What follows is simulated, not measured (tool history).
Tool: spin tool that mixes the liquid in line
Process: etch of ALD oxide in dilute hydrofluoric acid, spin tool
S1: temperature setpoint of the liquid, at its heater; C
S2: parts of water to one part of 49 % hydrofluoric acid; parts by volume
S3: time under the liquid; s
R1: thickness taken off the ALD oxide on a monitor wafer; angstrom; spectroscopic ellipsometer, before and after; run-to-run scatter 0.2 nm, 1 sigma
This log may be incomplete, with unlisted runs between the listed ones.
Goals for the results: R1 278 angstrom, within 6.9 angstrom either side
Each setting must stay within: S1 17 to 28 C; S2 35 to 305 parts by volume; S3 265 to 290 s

{"run": 1, "day": 0.0, "S1": 20, "S2": 170, "S3": 265, "R1": 334.98}
{"run": 2, "day": 0.038, "S1": 22, "S2": 170, "S3": 265, "R1": 363.28}
{"run": 3, "day": 0.254, "S1": 25, "S2": 170, "S3": 265, "R1": 403.01}
{"run": 4, "day": 0.429, "S1": 26.5, "S2": 170, "S3": 265, "R1": 421.63}
{"run": 5, "day": 0.483, "S1": 25, "S2": 175, "S3": 265, "R1": 391.55}
{"run": 6, "day": 0.604, "S1": 21.5, "S2": 175, "S3": 265, "R1": 346.47}
{"run": 7, "day": 0.933, "S1": 20.5, "S2": 175, "S3": 265, "R1": 329.93}
{"run": 8, "day": 1.267, "S1": 20, "S2": 175, "S3": 265, "R1": 322.37}
{"run": 9, "day": 1.35, "S1": 19.5, "S2": 175, "S3": 265, "R1": 320.14}
{"run": 10, "day": 1.721, "S1": 19, "S2": 175, "S3": 265, "R1": 309.71}
{"run": 11, "day": 1.95, "S1": 18.5, "S2": 175, "S3": 265, "R1": 307.65}
{"run": 12, "day": 2.221, "S1": 18.5, "S2": 175, "S3": 265, "R1": 304.38}
{"run": 13, "day": 2.425, "S1": 18, "S2": 175, "S3": 265, "R1": 300.02}

Next run, 4 choices. One meets every target within its allowed miss, the rest don't. Which?
{"run": "A", "day": 2.629, "S1": 21, "S2": 205, "S3": 265, "R1": "?"}
{"run": "B", "day": 2.629, "S1": 19.5, "S2": 185, "S3": 265, "R1": "?"}
{"run": "C", "day": 2.629, "S1": 17, "S2": 175, "S3": 270, "R1": "?"}
{"run": "D", "day": 2.629, "S1": 17, "S2": 180, "S3": 280, "R1": "?"}

move=A R1=277.84
move=B R1=296.37
move=C R1=291.78
move=D R1=292.81
A: all results land within tolerance of their targets
B: closes in on the targets versus the last run, not all within tolerance yet
C: closes in on the targets versus the last run, not all within tolerance yet
D: closes in on the targets versus the last run, not all within tolerance yet
The move that meets every target is A.
